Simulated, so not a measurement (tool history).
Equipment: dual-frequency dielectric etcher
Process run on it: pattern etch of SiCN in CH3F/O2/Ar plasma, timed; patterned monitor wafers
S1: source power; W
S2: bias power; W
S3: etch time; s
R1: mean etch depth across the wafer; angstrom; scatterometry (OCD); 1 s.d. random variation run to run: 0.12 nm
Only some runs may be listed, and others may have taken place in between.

Run 1, hour 0: S1 520 W, S2 70 W, S3 88 s. Result: R1 367.26 angstrom.
Run 2, hour 7: S1 520 W, S2 70 W, S3 88 s. Result: R1 365.04 angstrom.
Run 3, hour 13.8: S1 490 W, S2 67 W, S3 88 s. Result: R1 348.12 angstrom.
Run 4, hour 18.7: S1 490 W, S2 60 W, S3 88 s. Result: R1 326.17 angstrom.
Run 5, hour 26.3: S1 470 W, S2 60 W, S3 88 s. Result: R1 320.49 angstrom.
Run 6, hour 29.4: S1 470 W, S2 60 W, S3 88 s. Result: R1 316.66 angstrom.
Run 7, hour 36.2: S1 450 W, S2 60 W, S3 88 s. Result: R1 313.58 angstrom.
Run 8, hour 41.4: S1 430 W, S2 60 W, S3 88 s. Result: R1 306.26 angstrom.
Run 9, hour 42.6: S1 420 W, S2 60 W, S3 88 s. Result: R1 302.83 angstrom.
Run 10, hour 51.3: S1 410 W, S2 60 W, S3 88 s. Result: R1 299.12 angstrom.

Expected results for the next run?
Run 11, hour 57.9: S1 400 W, S2 60 W, S3 88 s. Result: R1 ?.

R1: 295.06 angstrom

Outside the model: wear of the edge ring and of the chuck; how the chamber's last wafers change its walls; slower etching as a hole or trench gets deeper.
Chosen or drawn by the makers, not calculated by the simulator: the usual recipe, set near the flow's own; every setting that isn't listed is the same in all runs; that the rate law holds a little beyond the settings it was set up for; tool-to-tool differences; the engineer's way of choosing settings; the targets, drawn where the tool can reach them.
